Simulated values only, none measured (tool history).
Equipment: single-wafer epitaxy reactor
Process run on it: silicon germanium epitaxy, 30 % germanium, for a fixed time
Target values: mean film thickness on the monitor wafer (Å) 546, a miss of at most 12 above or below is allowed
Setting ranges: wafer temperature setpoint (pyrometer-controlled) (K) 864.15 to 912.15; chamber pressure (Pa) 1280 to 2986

run  hour  wafer temperature setpoint (pyrometer-controlled) (K)  chamber pressure (Pa)  mean film thickness on the monitor wafer (Å)
  1     0                                                 888.15                   2133                                        723.79
  2   2.3                                                 898.15                   2133                                        848.44
  3  10.2                                                 892.15                   2120                                        768.97
  4  16.5                                                 892.15                   1773                                        718.04
  5  17.5                                                 902.15                   1773                                        836.88
  6  24.9                                                 896.15                   1760                                        761.62
  7  32.7                                                 891.15                   1747                                        702.62
  8  34.1                                                 891.15                   1747                                         704.7
  9  41.9                                                 879.15                   1707                                         578.4
 10  44.7                                                 878.15                   1707                                        570.19
 11  51.4                                                 877.15                   1707                                        559.44

Of the 5 settings listed for the next run, only one would bring every result within its allowed miss of target. Which one?
  A  58.1                                                 882.15                   1480                                             ?
  B  58.1                                                 880.15                   1800                                             ?
  C  58.1                                                 874.15                   1573                                             ?
  D  58.1                                                 877.15                   1560                                             ?
  E  58.1                                                 872.15                   1760                                             ?

move  mean film thickness on the monitor wafer (Å)
   A                                         576.2
   B                                        600.75
   C                                        519.28
   D                                        542.97
   E                                        524.49
A: the biggest miss grows against the last run
B: the biggest miss grows against the last run
C: takes the result that was furthest off past its target
D: all results land within tolerance of their targets
E: takes the result that was furthest off past its target
Answer: D

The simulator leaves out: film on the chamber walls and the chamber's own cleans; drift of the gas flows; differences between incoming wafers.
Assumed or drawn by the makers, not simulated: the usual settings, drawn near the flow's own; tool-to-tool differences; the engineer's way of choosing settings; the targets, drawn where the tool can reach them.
